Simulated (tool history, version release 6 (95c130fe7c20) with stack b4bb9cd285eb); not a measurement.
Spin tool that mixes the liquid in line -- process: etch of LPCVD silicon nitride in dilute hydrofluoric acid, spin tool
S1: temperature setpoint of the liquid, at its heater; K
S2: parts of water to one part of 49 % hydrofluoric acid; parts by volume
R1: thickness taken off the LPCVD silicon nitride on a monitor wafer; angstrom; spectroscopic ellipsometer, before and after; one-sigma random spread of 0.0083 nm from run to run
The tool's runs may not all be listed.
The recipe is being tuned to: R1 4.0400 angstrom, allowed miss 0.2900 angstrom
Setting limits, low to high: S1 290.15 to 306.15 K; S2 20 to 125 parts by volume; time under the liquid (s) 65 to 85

{"run": 1, "hour": 0.0, "S1": 298.15, "S2": 70, "time under the liquid (s)": 85, "R1": 7.0752}
{"run": 2, "hour": 1.0, "S1": 298.15, "S2": 70, "time under the liquid (s)": 65, "R1": 5.3079}
{"run": 3, "hour": 8.4, "S1": 297.65, "S2": 70, "time under the liquid (s)": 65, "R1": 5.1755}
{"run": 4, "hour": 15.7, "S1": 297.65, "S2": 45, "time under the liquid (s)": 65, "R1": 7.9465}
{"run": 5, "hour": 23.4, "S1": 299.15, "S2": 45, "time under the liquid (s)": 65, "R1": 8.3615}
{"run": 6, "hour": 28.0, "S1": 299.15, "S2": 35, "time under the liquid (s)": 65, "R1": 11.001}
{"run": 7, "hour": 31.0, "S1": 297.65, "S2": 40, "time under the liquid (s)": 65, "R1": 8.3537}
{"run": 8, "hour": 39.3, "S1": 296.65, "S2": 40, "time under the liquid (s)": 65, "R1": 8.1954}
{"run": 9, "hour": 48.2, "S1": 295.65, "S2": 45, "time under the liquid (s)": 65, "R1": 6.693}
{"run": 10, "hour": 53.9, "S1": 294.65, "S2": 45, "time under the liquid (s)": 65, "R1": 6.2625}
{"run": 11, "hour": 62.5, "S1": 294.15, "S2": 45, "time under the liquid (s)": 65, "R1": 6.2992}
{"run": 12, "hour": 63.2, "S1": 293.65, "S2": 45, "time under the liquid (s)": 65, "R1": 6.0284}
{"run": 13, "hour": 68.0, "S1": 293.15, "S2": 45, "time under the liquid (s)": 65, "R1": 5.8269}
{"run": 14, "hour": 75.7, "S1": 292.65, "S2": 45, "time under the liquid (s)": 65, "R1": 5.5126}
{"run": 15, "hour": 83.5, "S1": 292.15, "S2": 45, "time under the liquid (s)": 65, "R1": 5.3698}
{"run": 16, "hour": 88.2, "S1": 291.65, "S2": 45, "time under the liquid (s)": 65, "R1": 5.3369}

4 candidate next runs follow, results not yet known. Just one meets every target within its allowed miss. Identify it.
{"run": "A", "hour": 92.9, "S1": 292.65, "S2": 50, "time under the liquid (s)": 80, "R1": "?"}
{"run": "B", "hour": 92.9, "S1": 293.65, "S2": 65, "time under the liquid (s)": 75, "R1": "?"}
{"run": "C", "hour": 92.9, "S1": 292.15, "S2": 55, "time under the liquid (s)": 70, "R1": "?"}
{"run": "D", "hour": 92.9, "S1": 292.15, "S2": 80, "time under the liquid (s)": 85, "R1": "?"}

move=A R1=6.2865
move=B R1=4.8921
move=C R1=4.8421
move=D R1=4.0832
A: the biggest miss grows against the last run
B: closer than the last run, but not yet in spec
C: closer than the last run, but not yet in spec
D: each result inside its tolerance
Answer: D
